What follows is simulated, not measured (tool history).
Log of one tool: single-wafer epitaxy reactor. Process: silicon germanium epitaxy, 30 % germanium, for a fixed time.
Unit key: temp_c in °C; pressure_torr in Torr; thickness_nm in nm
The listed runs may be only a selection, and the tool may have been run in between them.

run  hour  temp_c  pressure_torr  thickness_nm
  1   0.0     595           22.0        59.751
  2   7.5     599           22.1        64.086
  3   9.3     599           25.9        70.239
  4  17.9     601           25.9        72.670
  5  25.0     601           23.8        69.040
  6  32.7     603           23.8        71.463
  7  36.8     605           23.8        73.634
  8  40.0     606           23.8        74.542

Run 9 comes next. What will it give?
  9  46.1     607           23.8             ?

Logged for run 9: thickness_nm 76.000 nm.
